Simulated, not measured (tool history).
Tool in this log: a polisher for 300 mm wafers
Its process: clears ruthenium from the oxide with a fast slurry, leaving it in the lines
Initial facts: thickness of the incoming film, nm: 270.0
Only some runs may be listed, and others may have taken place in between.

run  hour  flow of slurry (ml/min)  pressure of the wafer on the pad (psi)  speed of the pad under the wafer (cm/s)  abrasive content of the slurry  overpolish time after the end point (s)  time until the end point was called (s)  dishing of a wide line in a test structure (nm)
  1   0.0                      265                                     2.4                                      122                             1.0                                       19                                   54.595                                           68.647
  2   7.9                      265                                     2.7                                      122                             1.0                                       20                                   48.495                                           78.245
  3  13.8                      265                                     2.9                                      122                             1.0                                       21                                   45.922                                           87.284
  4  18.8                      265                                     3.1                                      124                             1.0                                       21                                   43.435                                           89.899
  5  20.5                      265                                     3.2                                      128                             1.0                                       22                                   39.859                                           99.395
  6  27.7                      265                                     2.9                                      128                             1.0                                       22                                   43.348                                           90.917
  7  36.4                      265                                     3.1                                      130                             1.0                                       23                                   41.161                                          105.400

Estimate the outcome of run 8 from the log above:
  8  40.2                      265                                     3.3                                      132                             1.0                                       23                                        ?                                                ?

{"run 8": {"time until the end point was called (s)": 37.659, "dishing of a wide line in a test structure (nm)": 108.01}}
